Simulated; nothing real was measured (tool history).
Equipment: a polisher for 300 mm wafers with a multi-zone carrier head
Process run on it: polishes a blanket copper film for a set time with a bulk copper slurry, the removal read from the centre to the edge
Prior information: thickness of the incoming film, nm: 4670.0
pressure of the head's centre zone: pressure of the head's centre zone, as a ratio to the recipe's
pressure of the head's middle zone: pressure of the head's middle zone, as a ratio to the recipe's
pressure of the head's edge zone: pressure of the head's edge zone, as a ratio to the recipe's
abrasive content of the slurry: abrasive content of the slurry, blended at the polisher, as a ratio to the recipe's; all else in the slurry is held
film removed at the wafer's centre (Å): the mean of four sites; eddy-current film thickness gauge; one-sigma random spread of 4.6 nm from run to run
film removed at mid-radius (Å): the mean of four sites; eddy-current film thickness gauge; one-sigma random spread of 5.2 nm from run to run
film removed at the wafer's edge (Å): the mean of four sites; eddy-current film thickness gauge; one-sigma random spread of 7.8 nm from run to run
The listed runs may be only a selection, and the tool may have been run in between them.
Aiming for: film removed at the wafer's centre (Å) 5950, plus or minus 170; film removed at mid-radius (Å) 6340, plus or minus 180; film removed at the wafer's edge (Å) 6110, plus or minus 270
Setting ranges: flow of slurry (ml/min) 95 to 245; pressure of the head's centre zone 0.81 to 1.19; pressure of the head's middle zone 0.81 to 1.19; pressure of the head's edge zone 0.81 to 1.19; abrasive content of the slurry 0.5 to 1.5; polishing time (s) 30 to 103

run	hour	flow of slurry (ml/min)	pressure of the head's centre zone	pressure of the head's middle zone	pressure of the head's edge zone	abrasive content of the slurry	polishing time (s)	film removed at the wafer's centre (Å)	film removed at mid-radius (Å)	film removed at the wafer's edge (Å)
1	0	155	1	1	1	1	66	5580.2	5560.1	5369
2	2.6	165	0.99	1.01	1.03	1	66	5578.9	5724	5453.7
3	11.1	165	0.99	1.01	1.03	1	83	6930.8	7167.6	7003.3
4	11.6	155	0.98	1	1	0.95	83	6792.6	6961.1	6823.2
5	14.9	155	1.04	1	1	0.95	83	7265.5	6955.4	6760.6
6	18.7	185	1.04	1	1	0.95	83	7432.2	7233.7	7160.5
7	24.6	170	1.01	1	0.99	0.9	83	7036.9	6995.3	6976.1
8	28.3	155	0.99	1	0.98	0.9	83	6772.8	6811.7	6723.5
9	35.4	145	0.97	1	0.97	0.9	83	6503.2	6753.7	6597.4
10	39.1	135	0.96	1	0.96	0.9	83	6352.7	6700.2	6496.2
11	44.6	130	0.96	1	0.95	0.9	83	6282.3	6673.8	6263.1
12	46.5	125	0.95	0.99	0.95	0.9	83	6135.8	6408.7	6445.5

Exactly one of the 5 candidate moves below puts every result within its allowed miss. Which one?
A	48.4	115	0.91	0.89	1.02	1.05	90	?	?	?
B	48.4	155	0.87	0.89	0.91	0.85	87	?	?	?
C	48.4	105	1.02	1.08	1.04	0.75	82	?	?	?
D	48.4	140	0.88	0.92	0.96	0.9	86	?	?	?
E	48.4	125	0.92	0.9	1.03	0.9	91	?	?	?

move	film removed at the wafer's centre (Å)	film removed at mid-radius (Å)	film removed at the wafer's edge (Å)
A	6358.9	6511.6	7191.6
B	6141.1	6502.8	6658.4
C	5884.9	6366.4	6073.1
D	6052.9	6533.2	6711.6
E	6475.8	6599.7	7205.3
A: further off than the last run
B: further off than the last run
C: hits every target within its allowed miss
D: further off than the last run
E: further off than the last run
C is the move that brings every result within its allowed miss.

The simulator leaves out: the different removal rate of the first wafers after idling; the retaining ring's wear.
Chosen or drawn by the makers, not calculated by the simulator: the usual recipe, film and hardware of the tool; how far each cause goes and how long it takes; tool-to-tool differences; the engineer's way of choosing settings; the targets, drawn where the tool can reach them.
